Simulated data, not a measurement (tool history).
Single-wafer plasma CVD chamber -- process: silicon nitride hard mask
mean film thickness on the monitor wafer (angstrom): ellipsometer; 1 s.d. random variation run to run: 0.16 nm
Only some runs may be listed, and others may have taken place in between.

run	hour	heater temperature setpoint (K)	chamber pressure (Torr)	RF power (kW)	deposition time (s)	mean film thickness on the monitor wafer (angstrom)
1	0.0	668.15	1.37	0.235	27.0	275.24
2	2.4	668.15	1.37	0.235	27.0	272.09
3	7.4	668.15	1.42	0.235	27.0	277.45
4	15.7	668.15	1.47	0.235	27.0	278.05
5	23.5	668.15	1.33	0.235	27.0	271.79
6	26.4	668.15	1.33	0.220	27.0	260.16
7	29.9	668.15	1.39	0.225	27.0	268.17
8	38.6	668.15	1.44	0.230	27.0	273.48
9	40.7	668.15	1.49	0.235	27.0	282.68
10	43.0	668.15	1.53	0.235	27.0	283.86

Forecast run 11:
11	44.6	668.15	1.80	0.250	27.0	?

{"run 11": {"mean film thickness on the monitor wafer (angstrom)": 310.65}}

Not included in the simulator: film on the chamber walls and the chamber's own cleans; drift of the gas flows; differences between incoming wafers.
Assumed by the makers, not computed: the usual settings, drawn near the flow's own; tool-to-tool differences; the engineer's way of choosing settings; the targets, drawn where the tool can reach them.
